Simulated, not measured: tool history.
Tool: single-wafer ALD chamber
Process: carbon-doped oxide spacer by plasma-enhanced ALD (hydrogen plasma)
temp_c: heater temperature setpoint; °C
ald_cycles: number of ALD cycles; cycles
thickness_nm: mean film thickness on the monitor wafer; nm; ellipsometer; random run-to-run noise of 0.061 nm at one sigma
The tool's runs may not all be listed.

run    day  temp_c  ald_cycles  thickness_nm
  1      0     425         383        16.466
  2  0.271     431         383        16.287
  3  0.542     431         360         15.24
  4  0.854     441         360        14.755
  5  1.079     441         307        12.642
  6  1.188     449         307        12.361
  7  1.367     445         337        13.614
  8  1.504     441         360        14.806
  9  1.583     439         378        15.681
 10  1.888     437         393        16.378
 11  2.146     434         405        17.029
 12  2.362     432         414        17.545
       2.7  -- thermocouple changed; heater temperature recalibrated
 13    2.7     432         414          17.2
 14  2.733     429         424        17.727
 15  2.962     428         433        18.268

Run 16, settings as shown, results not yet in. Your forecast:
 16  3.25     427         439             ?

thickness_nm: 18.496 nm
